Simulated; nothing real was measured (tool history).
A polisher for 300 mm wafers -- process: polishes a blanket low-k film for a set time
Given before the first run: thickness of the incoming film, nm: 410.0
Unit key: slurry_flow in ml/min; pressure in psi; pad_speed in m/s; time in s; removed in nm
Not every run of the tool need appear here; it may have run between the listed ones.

Run 1, day 0: slurry_flow 185 ml/min, pressure 1.9 psi, pad_speed 0.9 m/s, slurry_solids 1, time 57 s. Result: removed 21.963 nm.
Run 2, day 0.346: slurry_flow 150 ml/min, pressure 1.9 psi, pad_speed 0.9 m/s, slurry_solids 1, time 57 s. Result: removed 21.636 nm.
Run 3, day 0.421: slurry_flow 150 ml/min, pressure 1.9 psi, pad_speed 0.9 m/s, slurry_solids 1.15, time 57 s. Result: removed 23 nm.
Run 4, day 0.708: slurry_flow 150 ml/min, pressure 1.9 psi, pad_speed 0.72 m/s, slurry_solids 1.15, time 57 s. Result: removed 20.058 nm.
Run 5, day 0.946: slurry_flow 150 ml/min, pressure 1.8 psi, pad_speed 0.72 m/s, slurry_solids 1.15, time 57 s. Result: removed 18.984 nm.
Run 6, day 1.171: slurry_flow 150 ml/min, pressure 1.8 psi, pad_speed 0.72 m/s, slurry_solids 1.15, time 57 s. Result: removed 19.061 nm.
Run 7, day 1.429: slurry_flow 150 ml/min, pressure 1.6 psi, pad_speed 0.72 m/s, slurry_solids 1.15, time 57 s. Result: removed 17.774 nm.

Estimate the outcome of run 8 from the log above:
Run 8, day 1.625: slurry_flow 150 ml/min, pressure 1.5 psi, pad_speed 0.72 m/s, slurry_solids 1.15, time 57 s. Result: removed ?.

removed: 17.386 nm
